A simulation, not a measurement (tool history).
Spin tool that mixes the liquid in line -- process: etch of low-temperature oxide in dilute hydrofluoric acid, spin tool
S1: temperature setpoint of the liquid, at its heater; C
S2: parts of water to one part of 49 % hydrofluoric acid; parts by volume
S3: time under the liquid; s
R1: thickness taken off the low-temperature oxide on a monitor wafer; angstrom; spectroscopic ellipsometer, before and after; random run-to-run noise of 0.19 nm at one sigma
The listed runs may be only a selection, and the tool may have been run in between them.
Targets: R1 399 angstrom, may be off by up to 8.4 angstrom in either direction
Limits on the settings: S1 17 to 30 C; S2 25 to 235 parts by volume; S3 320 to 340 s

run  hour    S1   S2   S3      R1
  1     0    22  130  320  277.22
  2   7.3    22  130  340  296.97
  3  16.2    19  130  340  263.65
  4  19.5    17  130  340  243.15
  5  27.2    19  130  340  261.96
  6  30.3    19  130  320  250.29
  7  35.6    21  130  320  269.96
  8  43.8    21  130  320  269.72
  9  51.9  22.5  130  320   285.2
 10  59.6    24  130  320  305.41
 11  66.1    25  130  320  315.83
 12  70.7    26  130  320  327.45
 13  74.7    27  130  320  340.23
 14  75.7  27.5  130  320  347.33
 15  77.4    28  130  320  351.48
 16  86.4  28.5  130  320  356.84
 17  91.5    29  130  320  365.63

Which single option among these 4 for the next run brings every result within its allowed miss of target? Just one does.
  A  96.6    29  120  335   ?
  B  96.6    27  120  340   ?
  C  96.6  28.5  120  340   ?
  D  96.6    30  125  340   ?

move      R1
   A  423.29
   B  398.51
   C  421.67
   D  425.07
A: the result that was furthest off in the last run now lies on the other side of its target
B: hits every target within its allowed miss
C: the result that was furthest off in the last run now lies on the other side of its target
D: the result that was furthest off in the last run now lies on the other side of its target
Answer: B

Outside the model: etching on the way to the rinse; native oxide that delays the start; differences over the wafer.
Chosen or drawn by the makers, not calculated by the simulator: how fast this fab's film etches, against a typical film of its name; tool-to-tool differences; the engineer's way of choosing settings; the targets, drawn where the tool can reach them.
